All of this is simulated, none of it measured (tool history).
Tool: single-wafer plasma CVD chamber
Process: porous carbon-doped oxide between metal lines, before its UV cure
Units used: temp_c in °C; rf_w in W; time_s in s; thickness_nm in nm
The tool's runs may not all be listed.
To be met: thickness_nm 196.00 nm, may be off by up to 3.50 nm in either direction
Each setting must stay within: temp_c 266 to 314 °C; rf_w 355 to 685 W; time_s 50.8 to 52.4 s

run 1 day=0.000 | temp_c=290 rf_w=520 time_s=50.8 | thickness_nm=294.41
run 2 day=0.183 | temp_c=293 rf_w=495 time_s=50.8 | thickness_nm=275.49
run 3 day=0.492 | temp_c=293 rf_w=525 time_s=50.8 | thickness_nm=293.37
run 4 day=0.558 | temp_c=293 rf_w=525 time_s=52.4 | thickness_nm=301.57
run 5 day=0.733 | temp_c=296 rf_w=500 time_s=52.2 | thickness_nm=281.58
run 6 day=1.079 | temp_c=305 rf_w=500 time_s=52.2 | thickness_nm=264.01
run 7 day=1.346 | temp_c=306 rf_w=480 time_s=52.1 | thickness_nm=252.34
run 8 day=1.646 | temp_c=307 rf_w=465 time_s=52.0 | thickness_nm=243.92
run 9 day=1.767 | temp_c=308 rf_w=450 time_s=51.9 | thickness_nm=230.18
run 10 day=1.838 | temp_c=309 rf_w=440 time_s=51.9 | thickness_nm=223.14
run 11 day=1.954 | temp_c=310 rf_w=435 time_s=51.9 | thickness_nm=218.00
run 12 day=2.000 | temp_c=310 rf_w=430 time_s=51.9 | thickness_nm=215.79
run 13 day=2.071 | temp_c=310 rf_w=425 time_s=51.9 | thickness_nm=211.83
run 14 day=2.208 | temp_c=310 rf_w=420 time_s=51.9 | thickness_nm=210.43
run 15 day=2.308 | temp_c=310 rf_w=415 time_s=51.9 | thickness_nm=206.55
run 16 day=2.517 | temp_c=312 rf_w=410 time_s=51.9 | thickness_nm=201.22

4 next moves are on the table. One of them brings every result within its allowed miss. Which?
run A day=2.725 | temp_c=308 rf_w=420 time_s=52.4 | thickness_nm=?
run B day=2.725 | temp_c=307 rf_w=400 time_s=50.8 | thickness_nm=?
run C day=2.725 | temp_c=307 rf_w=415 time_s=52.4 | thickness_nm=?
run D day=2.725 | temp_c=314 rf_w=415 time_s=52.4 | thickness_nm=?

move=A thickness_nm=214.18
move=B thickness_nm=195.98
move=C thickness_nm=212.12
move=D thickness_nm=203.75
A: misses by more than the last run did
B: hits every target within its allowed miss
C: misses by more than the last run did
D: misses by more than the last run did
B is the move that brings every result within its allowed miss.
